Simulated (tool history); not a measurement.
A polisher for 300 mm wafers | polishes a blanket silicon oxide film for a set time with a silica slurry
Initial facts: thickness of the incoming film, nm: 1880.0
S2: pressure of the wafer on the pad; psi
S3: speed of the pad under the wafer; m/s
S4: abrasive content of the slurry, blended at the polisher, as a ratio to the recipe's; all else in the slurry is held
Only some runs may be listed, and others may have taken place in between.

{"run": 1, "hour": 0.0, "flow of slurry (ml/min)": 230, "S2": 5.2, "S3": 1.26, "S4": 1.0, "polishing time (s)": 87, "film removed (nm)": 445.17}
{"run": 2, "hour": 1.0, "flow of slurry (ml/min)": 230, "S2": 5.4, "S3": 1.26, "S4": 1.0, "polishing time (s)": 87, "film removed (nm)": 452.94}
{"run": 3, "hour": 7.7, "flow of slurry (ml/min)": 180, "S2": 5.4, "S3": 1.26, "S4": 1.0, "polishing time (s)": 87, "film removed (nm)": 433.54}
{"run": 4, "hour": 8.4, "flow of slurry (ml/min)": 185, "S2": 5.7, "S3": 1.26, "S4": 1.0, "polishing time (s)": 87, "film removed (nm)": 462.04}
{"run": 5, "hour": 16.8, "flow of slurry (ml/min)": 190, "S2": 5.9, "S3": 1.26, "S4": 1.0, "polishing time (s)": 87, "film removed (nm)": 479.02}
{"run": 6, "hour": 22.3, "flow of slurry (ml/min)": 190, "S2": 5.9, "S3": 1.1, "S4": 1.0, "polishing time (s)": 87, "film removed (nm)": 423.37}
{"run": 7, "hour": 29.1, "flow of slurry (ml/min)": 195, "S2": 6.2, "S3": 1.1, "S4": 1.0, "polishing time (s)": 87, "film removed (nm)": 439.27}
{"run": 8, "hour": 30.7, "flow of slurry (ml/min)": 195, "S2": 6.5, "S3": 1.1, "S4": 1.0, "polishing time (s)": 87, "film removed (nm)": 463.26}
{"run": 9, "hour": 37.6, "flow of slurry (ml/min)": 195, "S2": 6.7, "S3": 1.1, "S4": 1.0, "polishing time (s)": 87, "film removed (nm)": 471.35}

What does the tool deliver on the next run?
{"run": 10, "hour": 41.3, "flow of slurry (ml/min)": 195, "S2": 6.9, "S3": 1.1, "S4": 1.0, "polishing time (s)": 87, "film removed (nm)": "?"}

film removed (nm): 483.43

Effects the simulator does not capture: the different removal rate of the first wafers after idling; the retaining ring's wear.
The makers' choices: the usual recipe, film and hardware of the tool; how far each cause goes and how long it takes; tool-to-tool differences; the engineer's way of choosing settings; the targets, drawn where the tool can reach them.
